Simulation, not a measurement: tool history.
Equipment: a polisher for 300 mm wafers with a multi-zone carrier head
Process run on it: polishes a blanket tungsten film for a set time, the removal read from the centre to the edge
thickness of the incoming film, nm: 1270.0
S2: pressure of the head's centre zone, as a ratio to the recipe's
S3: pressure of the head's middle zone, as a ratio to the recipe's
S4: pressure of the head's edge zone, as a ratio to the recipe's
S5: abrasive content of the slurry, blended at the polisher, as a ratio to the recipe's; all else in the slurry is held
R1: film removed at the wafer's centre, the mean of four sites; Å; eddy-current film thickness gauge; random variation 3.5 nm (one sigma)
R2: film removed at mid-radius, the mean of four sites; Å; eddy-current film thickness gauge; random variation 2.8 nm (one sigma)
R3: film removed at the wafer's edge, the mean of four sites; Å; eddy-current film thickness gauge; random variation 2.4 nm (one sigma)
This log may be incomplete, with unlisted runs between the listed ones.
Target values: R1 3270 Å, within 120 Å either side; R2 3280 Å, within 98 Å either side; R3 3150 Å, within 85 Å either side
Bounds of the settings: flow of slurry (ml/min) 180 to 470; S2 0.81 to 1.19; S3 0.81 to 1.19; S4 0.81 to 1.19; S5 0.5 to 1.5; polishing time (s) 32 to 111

run 1 hour=0 | flow_of_slurry_(ml/min)=300 S2=1 S3=1 S4=1 S5=1 polishing_time_(s)=71 | R1=3928 R2=4013.4 R3=3978.2
run 2 hour=8.3 | flow_of_slurry_(ml/min)=300 S2=1.04 S3=1 S4=1 S5=1 polishing_time_(s)=71 | R1=4035.1 R2=3964.3 R3=3947.1
run 3 hour=16.7 | flow_of_slurry_(ml/min)=295 S2=1.03 S3=0.99 S4=0.97 S5=0.9 polishing_time_(s)=70 | R1=3805.8 R2=3820 R3=3712.9
run 4 hour=18.6 | flow_of_slurry_(ml/min)=295 S2=1.03 S3=0.99 S4=1.05 S5=0.9 polishing_time_(s)=70 | R1=3899.7 R2=3837.7 R3=3924.1
run 5 hour=24.6 | flow_of_slurry_(ml/min)=240 S2=1.03 S3=0.99 S4=1.05 S5=0.9 polishing_time_(s)=70 | R1=3766.7 R2=3702.6 R3=3811.3
run 6 hour=32.5 | flow_of_slurry_(ml/min)=240 S2=1.03 S3=0.91 S4=1.05 S5=0.9 polishing_time_(s)=70 | R1=3710 R2=3474.6 R3=3857.7
run 7 hour=37.9 | flow_of_slurry_(ml/min)=235 S2=1.03 S3=0.91 S4=1.01 S5=0.85 polishing_time_(s)=70 | R1=3687.9 R2=3380.7 R3=3700.8
run 8 hour=42.8 | flow_of_slurry_(ml/min)=230 S2=1.02 S3=0.92 S4=0.98 S5=0.8 polishing_time_(s)=70 | R1=3626 R2=3377.4 R3=3557.8
run 9 hour=50.6 | flow_of_slurry_(ml/min)=225 S2=1 S3=0.92 S4=0.96 S5=0.8 polishing_time_(s)=70 | R1=3531.1 R2=3358.5 R3=3538.6
run 10 hour=54 | flow_of_slurry_(ml/min)=220 S2=0.99 S3=0.93 S4=0.94 S5=0.75 polishing_time_(s)=70 | R1=3420.1 R2=3374.6 R3=3417.2
run 11 hour=60 | flow_of_slurry_(ml/min)=215 S2=0.99 S3=0.93 S4=0.92 S5=0.75 polishing_time_(s)=70 | R1=3396.9 R2=3308.7 R3=3418.9
run 12 hour=67.1 | flow_of_slurry_(ml/min)=215 S2=0.99 S3=0.94 S4=0.9 S5=0.7 polishing_time_(s)=70 | R1=3368.4 R2=3356.2 R3=3284
run 13 hour=73.5 | flow_of_slurry_(ml/min)=210 S2=0.99 S3=0.94 S4=0.89 S5=0.7 polishing_time_(s)=70 | R1=3329.8 R2=3349.8 R3=3262

Consider the 5 candidate settings below. Which is the only one whose results all fall within their allowed miss of target?
run A hour=79.9 | flow_of_slurry_(ml/min)=180 S2=0.94 S3=0.95 S4=0.83 S5=0.95 polishing_time_(s)=69 | R1=? R2=? R3=?
run B hour=79.9 | flow_of_slurry_(ml/min)=190 S2=1 S3=0.91 S4=0.9 S5=0.7 polishing_time_(s)=72 | R1=? R2=? R3=?
run C hour=79.9 | flow_of_slurry_(ml/min)=235 S2=1.01 S3=0.98 S4=0.91 S5=0.85 polishing_time_(s)=63 | R1=? R2=? R3=?
run D hour=79.9 | flow_of_slurry_(ml/min)=185 S2=0.97 S3=0.96 S4=0.95 S5=0.75 polishing_time_(s)=70 | R1=? R2=? R3=?
run E hour=79.9 | flow_of_slurry_(ml/min)=205 S2=0.94 S3=0.93 S4=0.89 S5=0.75 polishing_time_(s)=73 | R1=? R2=? R3=?

move=A R1=3331.2 R2=3479.2 R3=3324.1
move=B R1=3478.1 R2=3289.3 R3=3375
move=C R1=3312.1 R2=3287.8 R3=3162.4
move=D R1=3318.2 R2=3384.3 R3=3405.9
move=E R1=3404.1 R2=3485.8 R3=3483.3
A: the biggest miss grows against the last run
B: the biggest miss grows against the last run
C: hits every target within its allowed miss
D: the biggest miss grows against the last run
E: the biggest miss grows against the last run
Move C is the one to make.

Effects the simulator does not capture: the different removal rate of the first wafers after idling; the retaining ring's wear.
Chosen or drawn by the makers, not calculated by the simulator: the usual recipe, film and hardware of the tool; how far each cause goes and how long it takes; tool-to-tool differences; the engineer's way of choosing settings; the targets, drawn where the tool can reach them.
